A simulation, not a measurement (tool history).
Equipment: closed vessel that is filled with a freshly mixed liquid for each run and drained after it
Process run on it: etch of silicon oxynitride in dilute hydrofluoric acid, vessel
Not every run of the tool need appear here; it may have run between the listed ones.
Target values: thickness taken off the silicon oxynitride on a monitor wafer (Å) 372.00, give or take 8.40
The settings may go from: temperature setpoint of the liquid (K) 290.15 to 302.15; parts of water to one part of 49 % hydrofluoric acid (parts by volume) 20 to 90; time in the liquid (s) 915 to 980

| run | hour | temperature setpoint of the liquid (K) | parts of water to one part of 49 % hydrofluoric acid (parts by volume) | time in the liquid (s) | thickness taken off the silicon oxynitride on a monitor wafer (Å) |
|---|---|---|---|---|---|
| 1 | 0.0 | 294.15 | 50 | 915 | 689.85 |
| 2 | 3.4 | 294.15 | 40 | 915 | 873.00 |
| 3 | 7.4 | 293.15 | 45 | 915 | 724.11 |
| 4 | 14.3 | 293.15 | 45 | 980 | 787.27 |
| 5 | 18.0 | 293.15 | 45 | 915 | 735.66 |
| 6 | 23.2 | 293.15 | 45 | 980 | 779.90 |
|  | 31.0 | thermometer replaced |
| 7 | 31.0 | 292.65 | 50 | 980 | 739.34 |
| 8 | 32.8 | 290.15 | 70 | 975 | 456.33 |
| 9 | 36.4 | 290.15 | 75 | 975 | 422.59 |
| 10 | 42.5 | 290.15 | 75 | 975 | 422.39 |
| 11 | 49.3 | 290.15 | 80 | 975 | 391.75 |

Of the 5 settings listed for the next run, only one would bring every result within its allowed miss of target. Which one?
| A | 56.1 | 290.65 | 85 | 920 | ? |
| B | 56.1 | 292.15 | 80 | 940 | ? |
| C | 56.1 | 291.65 | 80 | 915 | ? |
| D | 56.1 | 291.15 | 90 | 980 | ? |
| E | 56.1 | 292.15 | 90 | 980 | ? |

| move | thickness taken off the silicon oxynitride on a monitor wafer (Å) |
|---|---|
| A | 361.99 |
| B | 425.10 |
| C | 403.59 |
| D | 372.19 |
| E | 391.19 |
A: carries the result that was furthest off beyond its target, to the other side
B: the biggest miss grows against the last run
C: the biggest miss grows against the last run
D: all results in spec
E: no nearer and no further than the last run
Answer: D
